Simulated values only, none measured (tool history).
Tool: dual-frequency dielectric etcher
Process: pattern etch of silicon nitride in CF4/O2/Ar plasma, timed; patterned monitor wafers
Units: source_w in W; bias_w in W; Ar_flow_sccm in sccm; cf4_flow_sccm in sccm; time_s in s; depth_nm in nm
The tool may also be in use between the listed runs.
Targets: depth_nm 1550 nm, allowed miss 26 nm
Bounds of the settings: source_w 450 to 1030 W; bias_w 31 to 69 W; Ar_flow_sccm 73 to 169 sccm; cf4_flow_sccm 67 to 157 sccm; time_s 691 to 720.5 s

| run | hour | source_w | bias_w | Ar_flow_sccm | cf4_flow_sccm | time_s | depth_nm |
|---|---|---|---|---|---|---|---|
| 1 | 0 | 740 | 50 | 121 | 112 | 691 | 2055.3 |
| 2 | 3.6 | 740 | 50 | 113 | 112 | 691 | 2083.2 |
| 3 | 12.5 | 740 | 50 | 128 | 112 | 691 | 2043.9 |
| 4 | 19.9 | 680 | 50 | 128 | 112 | 691 | 1926 |
| 5 | 22.4 | 680 | 50 | 128 | 112 | 691 | 1924.3 |
| 6 | 29.3 | 630 | 50 | 128 | 112 | 691 | 1821.6 |
| 7 | 33.2 | 590 | 50 | 128 | 112 | 691 | 1729.6 |
| 8 | 40.9 | 570 | 50 | 128 | 112 | 691 | 1662.4 |
| 9 | 49 | 560 | 50 | 128 | 112 | 691 | 1642.5 |
| 10 | 53.6 | 560 | 50 | 128 | 112 | 691 | 1634.7 |
| 11 | 59.9 | 550 | 50 | 128 | 112 | 691 | 1633.6 |
| 12 | 62.2 | 540 | 50 | 128 | 112 | 691 | 1602.3 |
| 13 | 70.5 | 530 | 50 | 128 | 112 | 691 | 1572.4 |

Which of these 4 next moves meets every target?
| A | 78.8 | 490 | 49 | 136 | 143 | 698.5 | ? |
| B | 78.8 | 510 | 50 | 120 | 116 | 706 | ? |
| C | 78.8 | 480 | 60 | 130 | 125 | 691 | ? |
| D | 78.8 | 520 | 49 | 131 | 108 | 720.5 | ? |

| move | depth_nm |
|---|---|
| A | 1548.9 |
| B | 1592.1 |
| C | 1604.1 |
| D | 1595.7 |
A: meets every target
B: further off than the last run
C: further off than the last run
D: further off than the last run
The right move is A.
